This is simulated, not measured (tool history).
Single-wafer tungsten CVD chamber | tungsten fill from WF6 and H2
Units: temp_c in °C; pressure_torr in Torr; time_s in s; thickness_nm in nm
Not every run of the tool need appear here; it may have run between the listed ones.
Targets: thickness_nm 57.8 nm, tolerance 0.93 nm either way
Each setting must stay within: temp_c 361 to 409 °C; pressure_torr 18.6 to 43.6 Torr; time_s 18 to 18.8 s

run	hour	temp_c	pressure_torr	time_s	thickness_nm
1	0	385	31.1	18.8	36.782
2	7.9	381	31.1	18.8	33.614
3	13.4	386	31.2	18.8	37.309
4	14	390	31.3	18.8	41.306
5	19	401	31.3	18.8	52.022
6	22.9	402	31.3	18.8	52.746
7	30	403	31.3	18.8	53.984
8	38.5	404	31.3	18.8	54.842
9	46.1	405	31.3	18.8	55.874

5 next moves are on the table. One of them brings every result within its allowed miss. Which?
A	53.7	408	29.6	18.6	?
B	53.7	409	31.3	18.5	?
C	53.7	407	35.6	18.8	?
D	53.7	406	38.2	18.8	?
E	53.7	405	42.9	18.1	?

move	thickness_nm
A	57.619
B	59.305
C	60.292
D	60.388
E	59.075
A: every result lands within tolerance
B: carries the result that was furthest off beyond its target, to the other side
C: carries the result that was furthest off beyond its target, to the other side
D: carries the result that was furthest off beyond its target, to the other side
E: carries the result that was furthest off beyond its target, to the other side
Go with A: it meets all targets.
